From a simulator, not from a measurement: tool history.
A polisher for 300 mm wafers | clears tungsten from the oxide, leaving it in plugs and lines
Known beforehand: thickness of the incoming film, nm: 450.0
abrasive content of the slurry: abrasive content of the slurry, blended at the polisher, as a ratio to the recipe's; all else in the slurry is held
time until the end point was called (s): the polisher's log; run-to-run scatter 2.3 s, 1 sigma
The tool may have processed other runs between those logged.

run	hour	flow of slurry (ml/min)	pressure of the wafer on the pad (kPa)	speed of the pad under the wafer (m/s)	abrasive content of the slurry	overpolish time after the end point (s)	time until the end point was called (s)
1	0.0	125	29.0	0.94	1.0	6	98.73
2	1.9	125	25.5	0.94	1.0	6	111.63
3	7.8	125	24.1	0.94	1.0	6	117.12
4	14.9	125	22.8	0.94	1.0	6	123.21
5	20.0	125	22.1	0.94	1.0	6	128.03
6	28.6	125	22.1	0.94	0.9	6	130.85
7	33.7	125	21.4	0.94	0.9	6	132.72
8	35.0	125	20.7	0.94	0.9	6	138.22
9	38.4	125	20.0	0.94	0.9	6	142.68
# hour 42.3: slurry blender recalibrated
10	42.3	125	19.3	0.94	0.9	6	138.81
11	49.5	125	18.6	0.94	0.9	6	138.49

Run 12 has not been measured yet. What should we expect?
12	50.7	125	18.6	0.94	0.9	6	?

Run 12 measured time until the end point was called (s) 142.44.
